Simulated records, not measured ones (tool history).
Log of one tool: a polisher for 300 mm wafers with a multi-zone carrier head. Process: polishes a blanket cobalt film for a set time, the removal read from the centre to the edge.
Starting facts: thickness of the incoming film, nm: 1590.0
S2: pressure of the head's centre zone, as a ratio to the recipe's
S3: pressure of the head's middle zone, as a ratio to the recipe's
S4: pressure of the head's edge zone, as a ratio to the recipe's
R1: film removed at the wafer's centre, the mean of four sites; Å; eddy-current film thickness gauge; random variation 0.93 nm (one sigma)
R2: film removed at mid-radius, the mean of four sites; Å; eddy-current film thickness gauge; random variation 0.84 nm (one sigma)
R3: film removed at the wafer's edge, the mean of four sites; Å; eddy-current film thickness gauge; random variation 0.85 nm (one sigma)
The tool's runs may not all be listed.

Run 1, day 0: flow of slurry (ml/min) 235, S2 1, S3 1, S4 1, polishing time (s) 46. Result: R1 1489.9 Å, R2 1531 Å, R3 1446.5 Å.
Run 2, day 0.342: flow of slurry (ml/min) 230, S2 0.99, S3 0.97, S4 0.99, polishing time (s) 43. Result: R1 1360.5 Å, R2 1396.7 Å, R3 1346.7 Å.
Run 3, day 0.45: flow of slurry (ml/min) 255, S2 0.99, S3 0.97, S4 0.99, polishing time (s) 43. Result: R1 1391.6 Å, R2 1425.3 Å, R3 1372.2 Å.
Run 4, day 0.592: flow of slurry (ml/min) 210, S2 0.99, S3 0.97, S4 0.99, polishing time (s) 43. Result: R1 1359 Å, R2 1386.4 Å, R3 1340.5 Å.
Run 5, day 0.862: flow of slurry (ml/min) 205, S2 0.99, S3 0.95, S4 0.99, polishing time (s) 40. Result: R1 1275.4 Å, R2 1246.6 Å, R3 1251 Å.
Run 6, day 1.233: flow of slurry (ml/min) 205, S2 0.93, S3 0.95, S4 0.99, polishing time (s) 40. Result: R1 1177.2 Å, R2 1255.5 Å, R3 1264.2 Å.
Run 7, day 1.483: flow of slurry (ml/min) 200, S2 0.93, S3 0.93, S4 0.97, polishing time (s) 38. Result: R1 1124.1 Å, R2 1172.4 Å, R3 1188.2 Å.
Run 8, day 1.842: flow of slurry (ml/min) 195, S2 0.93, S3 0.91, S4 0.96, polishing time (s) 37. Result: R1 1075.5 Å, R2 1109.1 Å, R3 1135.8 Å.
Run 9, day 2.183: flow of slurry (ml/min) 160, S2 0.94, S3 0.81, S4 0.91, polishing time (s) 30. Result: R1 862.77 Å, R2 798.92 Å, R3 889.07 Å.
Run 10, day 2.504: flow of slurry (ml/min) 170, S2 0.94, S3 0.81, S4 0.92, polishing time (s) 30. Result: R1 865.45 Å, R2 813.78 Å, R3 884.56 Å.
Run 11, day 2.867: flow of slurry (ml/min) 170, S2 0.94, S3 0.81, S4 0.93, polishing time (s) 30. Result: R1 847.35 Å, R2 816.08 Å, R3 900.52 Å.
Run 12, day 2.917: flow of slurry (ml/min) 215, S2 0.99, S3 0.84, S4 0.96, polishing time (s) 31. Result: R1 954.6 Å, R2 870.76 Å, R3 963.56 Å.

What does the tool deliver on the next run?
Run 13, day 3.108: flow of slurry (ml/min) 215, S2 0.98, S3 0.84, S4 0.96, polishing time (s) 31. Result: R1 ?, R2 ?, R3 ?.

{"run 13": {"R1": 965.89, "R2": 884.28, "R3": 955.2}}
